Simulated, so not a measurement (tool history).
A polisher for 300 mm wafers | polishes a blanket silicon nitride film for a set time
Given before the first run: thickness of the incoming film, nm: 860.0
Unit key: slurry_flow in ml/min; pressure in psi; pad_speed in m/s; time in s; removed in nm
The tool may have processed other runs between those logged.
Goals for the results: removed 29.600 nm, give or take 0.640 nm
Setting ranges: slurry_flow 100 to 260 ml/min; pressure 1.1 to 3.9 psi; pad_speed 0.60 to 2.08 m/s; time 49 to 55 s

run	hour	slurry_flow	pressure	pad_speed	time	removed
1	0.0	165	2.5	1.34	55	73.300
2	7.3	160	2.3	1.26	55	64.317
3	16.0	160	2.3	1.26	49	56.806
4	18.8	130	2.3	1.26	49	54.962
5	25.7	130	2.6	1.26	49	62.030
# hour 29.9: worn pad replaced by a new one
6	29.9	130	3.0	1.26	49	74.340
7	31.4	125	2.7	1.24	49	66.470
8	40.4	125	2.4	1.20	49	57.858
9	43.6	125	2.2	1.12	49	51.143

Of the 4 settings listed for the next run, only one would bring every result within its allowed miss of target. Which one?
A	46.8	100	2.0	0.74	49	?
B	46.8	110	1.9	1.00	53	?
C	46.8	115	1.3	0.98	50	?
D	46.8	100	1.5	0.94	49	?

move	removed
A	32.554
B	43.809
C	30.024
D	30.974
A: an improvement on the last run, though not all results are within tolerance
B: an improvement on the last run, though not all results are within tolerance
C: all results land within tolerance of their targets
D: an improvement on the last run, though not all results are within tolerance
The right move is C.

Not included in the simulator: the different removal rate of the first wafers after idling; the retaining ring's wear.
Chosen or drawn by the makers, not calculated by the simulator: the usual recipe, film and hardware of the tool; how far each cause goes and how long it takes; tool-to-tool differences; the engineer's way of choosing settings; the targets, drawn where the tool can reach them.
